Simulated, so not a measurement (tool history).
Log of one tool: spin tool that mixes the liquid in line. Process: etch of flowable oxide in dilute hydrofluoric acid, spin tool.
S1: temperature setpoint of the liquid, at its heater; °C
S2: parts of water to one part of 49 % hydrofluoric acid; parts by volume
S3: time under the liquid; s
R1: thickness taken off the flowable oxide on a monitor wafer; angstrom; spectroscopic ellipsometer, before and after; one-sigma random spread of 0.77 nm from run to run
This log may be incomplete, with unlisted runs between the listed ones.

run	day	S1	S2	S3	R1
1	0.000	24.0	285	185	326.51
2	0.046	25.5	245	185	421.94
3	0.375	27.0	215	185	517.68
4	0.646	27.0	310	185	324.97
5	0.800	27.0	310	195	337.66
6	0.825	28.0	270	195	423.99
7	1.083	28.0	270	195	431.61
8	1.267	32.0	160	195	933.71

For run 9, what comes out?
# day 1.342: thermometer replaced
9	1.342	32.0	155	195	?

{"run 9": {"R1": 941.81}}
